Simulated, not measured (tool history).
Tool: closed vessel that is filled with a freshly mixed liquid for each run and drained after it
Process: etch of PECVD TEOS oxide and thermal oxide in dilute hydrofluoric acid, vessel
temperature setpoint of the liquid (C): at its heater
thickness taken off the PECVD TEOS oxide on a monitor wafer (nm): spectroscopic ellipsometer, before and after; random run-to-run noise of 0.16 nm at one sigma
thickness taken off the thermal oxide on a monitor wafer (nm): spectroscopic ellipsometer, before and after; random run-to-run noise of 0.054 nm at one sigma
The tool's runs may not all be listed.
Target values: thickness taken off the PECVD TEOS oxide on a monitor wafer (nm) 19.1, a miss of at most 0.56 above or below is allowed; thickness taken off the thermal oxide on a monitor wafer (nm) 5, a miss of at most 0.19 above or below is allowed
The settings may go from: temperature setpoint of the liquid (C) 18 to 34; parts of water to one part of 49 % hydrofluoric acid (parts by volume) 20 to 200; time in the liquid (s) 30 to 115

run,hour,temperature setpoint of the liquid (C),parts of water to one part of 49 % hydrofluoric acid (parts by volume),time in the liquid (s),thickness taken off the PECVD TEOS oxide on a monitor wafer (nm),thickness taken off the thermal oxide on a monitor wafer (nm)
1,0,26,110,60,10.756,2.7976
2,9.1,28.5,100,60,12.999,3.4676
3,10.7,29.5,90,60,15.516,4.094
4,18.7,29.5,90,35,9.0794,2.3677
5,21.4,29.5,90,30,7.6786,1.9984
6,27.9,29.5,110,30,6.1406,1.6025
7,36.3,33.5,65,30,13.035,3.3843
8,44.5,33.5,55,30,15.426,4.1032
9,45.9,33.5,50,30,16.975,4.4628
10,51.8,34,40,30,22.157,5.9064
11,58.5,32.5,40,30,20.815,5.5551

Exactly one of the 5 candidate moves below puts every result within its allowed miss. Which one?
A,65.2,32,50,35,?,?
B,65.2,34,85,65,?,?
C,65.2,34,65,40,?,?
D,65.2,34,130,90,?,?
E,65.2,34,145,100,?,?

move,thickness taken off the PECVD TEOS oxide on a monitor wafer (nm),thickness taken off the thermal oxide on a monitor wafer (nm)
A,18.866,4.891
B,21.009,5.4465
C,17.463,4.5273
D,17.754,4.6027
E,17.304,4.4859
A: each result inside its tolerance
B: its largest miss is bigger than the last run's
C: takes the biggest miss from the last run beyond its target
D: takes the biggest miss from the last run beyond its target
E: takes the biggest miss from the last run beyond its target
Answer: A
